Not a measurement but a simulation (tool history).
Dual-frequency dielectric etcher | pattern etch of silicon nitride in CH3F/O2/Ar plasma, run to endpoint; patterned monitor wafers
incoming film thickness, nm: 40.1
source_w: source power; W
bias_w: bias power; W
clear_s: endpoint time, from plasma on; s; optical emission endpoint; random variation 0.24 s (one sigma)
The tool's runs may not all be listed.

run 1 hour=0 | source_w=440 bias_w=65 | clear_s=57.036
run 2 hour=8.4 | source_w=420 bias_w=65 | clear_s=58.478
run 3 hour=17 | source_w=410 bias_w=65 | clear_s=59.448
run 4 hour=18 | source_w=400 bias_w=65 | clear_s=59.427
run 5 hour=26.7 | source_w=390 bias_w=65 | clear_s=60.623
-- hour=32.3 bias power generator calibrated
run 6 hour=32.3 | source_w=390 bias_w=59 | clear_s=61.58

The next listed run, before its measurement:
run 7 hour=37.9 | source_w=380 bias_w=59 | clear_s=?

Run 7 gave clear_s 62.338 s.

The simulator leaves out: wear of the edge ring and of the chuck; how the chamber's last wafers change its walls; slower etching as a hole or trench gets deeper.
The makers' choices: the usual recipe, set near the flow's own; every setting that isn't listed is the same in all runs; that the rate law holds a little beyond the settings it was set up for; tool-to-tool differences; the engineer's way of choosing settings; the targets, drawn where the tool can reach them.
